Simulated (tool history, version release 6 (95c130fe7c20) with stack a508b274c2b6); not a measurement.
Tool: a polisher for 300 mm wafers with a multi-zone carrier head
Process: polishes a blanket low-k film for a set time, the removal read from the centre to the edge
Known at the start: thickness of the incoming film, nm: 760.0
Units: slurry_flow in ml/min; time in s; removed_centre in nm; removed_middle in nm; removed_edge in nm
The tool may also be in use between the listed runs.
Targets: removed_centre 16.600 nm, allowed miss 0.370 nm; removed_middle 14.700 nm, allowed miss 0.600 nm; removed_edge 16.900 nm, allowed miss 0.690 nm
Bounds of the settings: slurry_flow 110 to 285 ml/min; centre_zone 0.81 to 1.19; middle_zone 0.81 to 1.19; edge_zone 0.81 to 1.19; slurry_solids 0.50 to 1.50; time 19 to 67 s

| run | hour | slurry_flow | centre_zone | middle_zone | edge_zone | slurry_solids | time | removed_centre | removed_middle | removed_edge |
|---|---|---|---|---|---|---|---|---|---|---|
| 1 | 0.0 | 180 | 1.00 | 1.00 | 1.00 | 1.00 | 43 | 10.157 | 10.137 | 10.191 |
| 2 | 7.4 | 185 | 1.02 | 0.99 | 1.04 | 1.15 | 45 | 11.543 | 10.913 | 11.129 |
| 3 | 11.4 | 150 | 1.02 | 0.99 | 1.04 | 1.15 | 45 | 11.044 | 10.826 | 11.044 |
| 4 | 14.9 | 145 | 1.02 | 0.97 | 1.07 | 1.25 | 48 | 12.136 | 11.588 | 12.412 |
| 5 | 19.2 | 150 | 1.03 | 0.97 | 1.09 | 1.30 | 50 | 12.973 | 11.998 | 13.153 |
| 6 | 24.0 | 155 | 1.03 | 0.97 | 1.11 | 1.35 | 52 | 13.778 | 13.131 | 14.390 |
| 7 | 32.6 | 175 | 1.04 | 0.97 | 1.13 | 1.40 | 52 | 14.474 | 13.671 | 14.597 |
| 8 | 36.3 | 180 | 1.04 | 0.95 | 1.14 | 1.45 | 53 | 14.985 | 13.835 | 15.264 |
| 9 | 44.6 | 185 | 1.04 | 0.94 | 1.15 | 1.45 | 54 | 15.294 | 13.778 | 15.588 |
| 10 | 47.2 | 190 | 1.04 | 0.94 | 1.16 | 1.45 | 55 | 15.619 | 14.348 | 16.001 |
| 11 | 48.9 | 190 | 1.04 | 0.93 | 1.17 | 1.45 | 55 | 15.725 | 14.459 | 16.402 |
| 12 | 53.0 | 195 | 1.05 | 0.92 | 1.18 | 1.45 | 55 | 15.840 | 13.974 | 16.187 |
| 13 | 61.6 | 200 | 1.05 | 0.92 | 1.18 | 1.45 | 55 | 16.014 | 13.873 | 16.050 |

Which of these 5 next moves meets every target?
| A | 70.2 | 175 | 1.10 | 0.90 | 1.19 | 1.20 | 57 | ? | ? | ? |
| B | 70.2 | 185 | 1.06 | 1.01 | 1.10 | 0.90 | 66 | ? | ? | ? |
| C | 70.2 | 200 | 1.08 | 0.85 | 1.18 | 1.45 | 57 | ? | ? | ? |
| D | 70.2 | 190 | 1.07 | 0.91 | 1.16 | 1.45 | 57 | ? | ? | ? |
| E | 70.2 | 190 | 1.03 | 0.90 | 1.16 | 1.50 | 55 | ? | ? | ? |

| move | removed_centre | removed_middle | removed_edge |
|---|---|---|---|
| A | 15.727 | 12.915 | 15.533 |
| B | 15.701 | 14.570 | 15.374 |
| C | 16.949 | 13.570 | 16.862 |
| D | 16.657 | 14.160 | 16.607 |
| E | 15.652 | 13.718 | 16.219 |
A: further off than the last run
B: further off than the last run
C: brings the result that was furthest off to its target, and leaves another outside
D: meets every target
E: further off than the last run
The right move is D.
